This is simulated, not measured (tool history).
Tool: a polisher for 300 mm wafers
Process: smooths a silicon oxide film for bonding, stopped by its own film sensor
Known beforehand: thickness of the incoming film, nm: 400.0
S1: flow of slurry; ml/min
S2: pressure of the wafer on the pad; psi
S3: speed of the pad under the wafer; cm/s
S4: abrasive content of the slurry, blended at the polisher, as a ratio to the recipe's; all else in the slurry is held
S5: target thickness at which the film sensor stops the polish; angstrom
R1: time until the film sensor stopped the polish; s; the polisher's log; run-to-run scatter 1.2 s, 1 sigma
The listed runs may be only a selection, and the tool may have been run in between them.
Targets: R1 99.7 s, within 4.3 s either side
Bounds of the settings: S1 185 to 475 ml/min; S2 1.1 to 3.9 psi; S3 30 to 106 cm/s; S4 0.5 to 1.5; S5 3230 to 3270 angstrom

run 1 hour=0 | S1=305 S2=2.5 S3=68 S4=1 S5=3270 | R1=127.8
run 2 hour=2.8 | S1=305 S2=2.5 S3=68 S4=1 S5=3230 | R1=136.89
run 3 hour=11.4 | S1=305 S2=2.7 S3=68 S4=1 S5=3230 | R1=125.1
run 4 hour=16.7 | S1=305 S2=2.8 S3=68 S4=1 S5=3230 | R1=119
run 5 hour=20.3 | S1=305 S2=2.9 S3=68 S4=1 S5=3230 | R1=115.05
run 6 hour=26.3 | S1=335 S2=2.9 S3=68 S4=1 S5=3230 | R1=114.51
run 7 hour=28.9 | S1=335 S2=3 S3=68 S4=1 S5=3230 | R1=113.04
run 8 hour=36.9 | S1=335 S2=3.1 S3=68 S4=1 S5=3230 | R1=107.25

Pick the move, out of 4, that brings all results within their allowed miss; only one does.
run A hour=44.9 | S1=345 S2=3 S3=74 S4=0.95 S5=3240 | R1=?
run B hour=44.9 | S1=310 S2=2.6 S3=92 S4=0.85 S5=3270 | R1=?
run C hour=44.9 | S1=350 S2=3.3 S3=66 S4=0.95 S5=3270 | R1=?
run D hour=44.9 | S1=300 S2=2.8 S3=68 S4=1.05 S5=3230 | R1=?

move=A R1=108.03
move=B R1=110.03
move=C R1=101.25
move=D R1=119.48
A: moves away from the targets compared with the last run
B: moves away from the targets compared with the last run
C: all results land within tolerance of their targets
D: moves away from the targets compared with the last run
C meets every target.

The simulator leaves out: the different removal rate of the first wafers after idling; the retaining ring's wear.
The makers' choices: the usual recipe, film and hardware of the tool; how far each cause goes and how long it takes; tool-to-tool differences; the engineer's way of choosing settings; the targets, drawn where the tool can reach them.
